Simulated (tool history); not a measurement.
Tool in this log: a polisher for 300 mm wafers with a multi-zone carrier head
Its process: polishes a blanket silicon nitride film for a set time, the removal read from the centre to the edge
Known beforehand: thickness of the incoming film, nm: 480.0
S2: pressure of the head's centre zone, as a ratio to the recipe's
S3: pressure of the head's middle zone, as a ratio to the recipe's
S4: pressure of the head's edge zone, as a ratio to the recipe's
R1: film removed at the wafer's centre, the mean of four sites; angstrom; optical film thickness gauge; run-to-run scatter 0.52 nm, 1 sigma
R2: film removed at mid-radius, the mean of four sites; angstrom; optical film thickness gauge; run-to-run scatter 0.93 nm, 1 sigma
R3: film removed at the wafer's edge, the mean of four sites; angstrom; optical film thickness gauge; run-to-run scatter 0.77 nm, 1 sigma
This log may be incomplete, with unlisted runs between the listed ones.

{"run": 1, "hour": 0.0, "flow of slurry (ml/min)": 155, "S2": 1, "S3": 1, "S4": 1, "polishing time (s)": 85, "R1": 1496.6, "R2": 1479.1, "R3": 1501.2}
{"run": 2, "hour": 4.6, "flow of slurry (ml/min)": 155, "S2": 1, "S3": 1, "S4": 1.08, "polishing time (s)": 85, "R1": 1494.7, "R2": 1447.4, "R3": 1567.6}
{"run": 3, "hour": 6.0, "flow of slurry (ml/min)": 170, "S2": 1, "S3": 1, "S4": 1.08, "polishing time (s)": 85, "R1": 1520.7, "R2": 1501.1, "R3": 1568.1}
{"run": 4, "hour": 14.8, "flow of slurry (ml/min)": 170, "S2": 0.94, "S3": 1, "S4": 1.08, "polishing time (s)": 85, "R1": 1450.6, "R2": 1468.9, "R3": 1596.7}
{"run": 5, "hour": 21.3, "flow of slurry (ml/min)": 155, "S2": 0.98, "S3": 0.95, "S4": 0.99, "polishing time (s)": 69, "R1": 1200.1, "R2": 1150.1, "R3": 1214.4}
{"run": 6, "hour": 28.2, "flow of slurry (ml/min)": 155, "S2": 0.98, "S3": 0.95, "S4": 0.99, "polishing time (s)": 82, "R1": 1429.6, "R2": 1361.3, "R3": 1455}
{"run": 7, "hour": 36.6, "flow of slurry (ml/min)": 155, "S2": 1, "S3": 0.92, "S4": 0.95, "polishing time (s)": 67, "R1": 1173.9, "R2": 1078.6, "R3": 1153.8}
{"run": 8, "hour": 37.4, "flow of slurry (ml/min)": 155, "S2": 1.02, "S3": 0.91, "S4": 0.91, "polishing time (s)": 58, "R1": 1054.1, "R2": 932.93, "R3": 974.83}
{"run": 9, "hour": 40.2, "flow of slurry (ml/min)": 150, "S2": 1.02, "S3": 0.9, "S4": 0.88, "polishing time (s)": 54, "R1": 955.91, "R2": 834.41, "R3": 898.89}
{"run": 10, "hour": 45.8, "flow of slurry (ml/min)": 140, "S2": 1.04, "S3": 0.92, "S4": 0.86, "polishing time (s)": 52, "R1": 937.51, "R2": 814.68, "R3": 851.01}
{"run": 11, "hour": 47.4, "flow of slurry (ml/min)": 140, "S2": 1.04, "S3": 0.92, "S4": 0.86, "polishing time (s)": 52, "R1": 928.63, "R2": 826.89, "R3": 838.84}

Run 12 comes next. What will it give?
{"run": 12, "hour": 54.6, "flow of slurry (ml/min)": 125, "S2": 1.05, "S3": 0.91, "S4": 0.84, "polishing time (s)": 52, "R1": "?", "R2": "?", "R3": "?"}

R1: 913.53 angstrom
R2: 792.51 angstrom
R3: 820.38 angstrom
